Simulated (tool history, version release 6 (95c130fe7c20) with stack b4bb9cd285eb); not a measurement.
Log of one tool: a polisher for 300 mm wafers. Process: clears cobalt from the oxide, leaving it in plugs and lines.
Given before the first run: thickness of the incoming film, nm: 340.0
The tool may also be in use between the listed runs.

run,hour,flow of slurry (ml/min),pressure of the wafer on the pad (kPa),speed of the pad under the wafer (cm/s),overpolish time after the end point (s),time until the end point was called (s),dishing of a wide line in a test structure (nm)
1,0.0,255,13.1,90,19,95.719,39.060
2,0.9,255,15.9,90,19,77.876,42.537
3,2.4,255,14.5,90,21,85.211,41.669
4,8.6,255,13.1,90,23,94.559,42.315
5,16.0,255,12.4,90,24,96.834,42.991
6,24.1,255,12.4,74,24,119.610,39.562
7,25.3,255,12.4,74,25,116.910,39.779

The next listed run, before its measurement:
8,32.7,255,12.4,74,26,?,?

{"run 8": {"time until the end point was called (s)": 119.32, "dishing of a wide line in a test structure (nm)": 41.692}}
